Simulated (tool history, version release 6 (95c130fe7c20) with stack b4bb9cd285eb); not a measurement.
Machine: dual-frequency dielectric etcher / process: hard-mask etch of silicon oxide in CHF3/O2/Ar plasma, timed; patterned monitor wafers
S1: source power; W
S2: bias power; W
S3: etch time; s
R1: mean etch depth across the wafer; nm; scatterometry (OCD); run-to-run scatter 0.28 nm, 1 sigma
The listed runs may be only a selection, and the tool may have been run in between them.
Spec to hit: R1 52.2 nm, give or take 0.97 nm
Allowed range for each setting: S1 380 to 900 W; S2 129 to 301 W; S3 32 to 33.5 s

Run 1, hour 0: S1 640 W, S2 215 W, S3 32 s. Result: R1 60.578 nm.
Run 2, hour 1.4: S1 640 W, S2 215 W, S3 33.5 s. Result: R1 63.372 nm.
Run 3, hour 3.8: S1 680 W, S2 215 W, S3 33.5 s. Result: R1 64.621 nm.
Run 4, hour 7.3: S1 640 W, S2 203 W, S3 33.5 s. Result: R1 62.056 nm.
Run 5, hour 16.1: S1 600 W, S2 197 W, S3 33.5 s. Result: R1 60.428 nm.
Run 6, hour 21.1: S1 600 W, S2 228 W, S3 33.5 s. Result: R1 63.245 nm.
Run 7, hour 22.5: S1 560 W, S2 218 W, S3 33.5 s. Result: R1 60.751 nm.
Run 8, hour 25.6: S1 530 W, S2 212 W, S3 33.5 s. Result: R1 59.338 nm.
Run 9, hour 29.1: S1 530 W, S2 212 W, S3 33.5 s. Result: R1 59.514 nm.
Run 10, hour 31.3: S1 510 W, S2 205 W, S3 33.5 s. Result: R1 58.336 nm.
Run 11, hour 34.7: S1 490 W, S2 199 W, S3 33.5 s. Result: R1 56.636 nm.
Run 12, hour 42.3: S1 470 W, S2 196 W, S3 33.5 s. Result: R1 56.095 nm.
Run 13, hour 42.8: S1 380 W, S2 173 W, S3 33.5 s. Result: R1 50.019 nm.
Run 14, hour 50.3: S1 380 W, S2 173 W, S3 33.5 s. Result: R1 49.456 nm.

Which single option among these 5 for the next run brings every result within its allowed miss of target? Just one does.
Run A, hour 57.8: S1 460 W, S2 142 W, S3 32.5 s. Result: R1 ?.
Run B, hour 57.8: S1 380 W, S2 140 W, S3 33.5 s. Result: R1 ?.
Run C, hour 57.8: S1 470 W, S2 129 W, S3 32.5 s. Result: R1 ?.
Run D, hour 57.8: S1 670 W, S2 143 W, S3 32 s. Result: R1 ?.
Run E, hour 57.8: S1 460 W, S2 177 W, S3 32.5 s. Result: R1 ?.

move      R1
   A  48.281
   B   46.68
   C  47.233
   D  53.914
   E  51.728
A: further off than the last run
B: further off than the last run
C: further off than the last run
D: takes the biggest miss from the last run beyond its target
E: every result within its allowed miss
The right move is E.
